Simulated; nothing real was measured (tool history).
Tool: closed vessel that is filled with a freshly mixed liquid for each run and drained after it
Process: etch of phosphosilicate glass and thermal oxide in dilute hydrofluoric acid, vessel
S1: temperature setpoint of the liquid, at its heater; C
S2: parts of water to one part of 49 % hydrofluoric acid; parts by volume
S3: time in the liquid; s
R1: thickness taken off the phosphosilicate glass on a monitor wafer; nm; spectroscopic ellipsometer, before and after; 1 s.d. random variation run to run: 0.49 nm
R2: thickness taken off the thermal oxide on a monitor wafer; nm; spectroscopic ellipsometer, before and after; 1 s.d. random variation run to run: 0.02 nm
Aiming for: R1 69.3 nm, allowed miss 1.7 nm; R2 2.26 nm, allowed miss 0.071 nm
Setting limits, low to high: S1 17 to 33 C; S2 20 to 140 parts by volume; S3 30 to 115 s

Run 1, hour 0: S1 25 C, S2 75 parts by volume, S3 60 s. Result: R1 121.87 nm, R2 3.9654 nm.
Run 2, hour 6.8: S1 23 C, S2 80 parts by volume, S3 60 s. Result: R1 106.7 nm, R2 3.4592 nm.
Run 3, hour 7.9: S1 21.5 C, S2 85 parts by volume, S3 60 s. Result: R1 91.811 nm, R2 3.0291 nm.
Run 4, hour 13.3: S1 24 C, S2 85 parts by volume, S3 60 s. Result: R1 102.62 nm, R2 3.3446 nm.
Run 5, hour 19.9: S1 22 C, S2 90 parts by volume, S3 60 s. Result: R1 88.606 nm, R2 2.8932 nm.
Run 6, hour 21.8: S1 20.5 C, S2 90 parts by volume, S3 60 s. Result: R1 83.732 nm, R2 2.7589 nm.
Run 7, hour 30.3: S1 19.5 C, S2 90 parts by volume, S3 60 s. Result: R1 80.132 nm, R2 2.6525 nm.
Run 8, hour 39.3: S1 19 C, S2 90 parts by volume, S3 60 s. Result: R1 78.534 nm, R2 2.5349 nm.

4 next moves are on the table. One of them brings every result within its allowed miss. Which?
Run A, hour 48.3: S1 17.5 C, S2 45 parts by volume, S3 35 s. Result: R1 ?, R2 ?.
Run B, hour 48.3: S1 19.5 C, S2 95 parts by volume, S3 55 s. Result: R1 ?, R2 ?.
Run C, hour 48.3: S1 25.5 C, S2 115 parts by volume, S3 50 s. Result: R1 ?, R2 ?.
Run D, hour 48.3: S1 17 C, S2 75 parts by volume, S3 45 s. Result: R1 ?, R2 ?.

move      R1      R2
   A   90.01  2.9098
   B  68.939  2.2286
   C  64.292  2.0784
   D  65.733   2.125
A: the biggest miss grows against the last run
B: all results in spec
C: carries the result that was furthest off beyond its target, to the other side
D: carries the result that was furthest off beyond its target, to the other side
B meets every target.
